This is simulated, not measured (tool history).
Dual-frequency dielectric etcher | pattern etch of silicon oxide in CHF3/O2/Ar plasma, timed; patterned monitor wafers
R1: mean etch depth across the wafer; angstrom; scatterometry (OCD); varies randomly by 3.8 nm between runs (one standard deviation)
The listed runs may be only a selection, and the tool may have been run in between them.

{"run": 1, "hour": 0.0, "source power (kW)": 0.53, "bias power (kW)": 0.181, "etch time (s)": 359, "R1": 6946.3}
{"run": 2, "hour": 7.7, "source power (kW)": 0.53, "bias power (kW)": 0.204, "etch time (s)": 359, "R1": 7224.8}
{"run": 3, "hour": 13.7, "source power (kW)": 0.51, "bias power (kW)": 0.199, "etch time (s)": 356, "R1": 7032.1}
{"run": 4, "hour": 19.4, "source power (kW)": 0.51, "bias power (kW)": 0.199, "etch time (s)": 359, "R1": 7063.4}
{"run": 5, "hour": 25.8, "source power (kW)": 0.58, "bias power (kW)": 0.199, "etch time (s)": 359, "R1": 7399.3}
{"run": 6, "hour": 30.6, "source power (kW)": 0.56, "bias power (kW)": 0.193, "etch time (s)": 355.5, "R1": 7220.8}
{"run": 7, "hour": 31.4, "source power (kW)": 0.54, "bias power (kW)": 0.188, "etch time (s)": 353, "R1": 7035.7}

Estimate the outcome of run 8 from the log above:
{"run": 8, "hour": 37.9, "source power (kW)": 0.52, "bias power (kW)": 0.184, "etch time (s)": 350, "R1": "?"}

{"run 8": {"R1": 6807.7}}
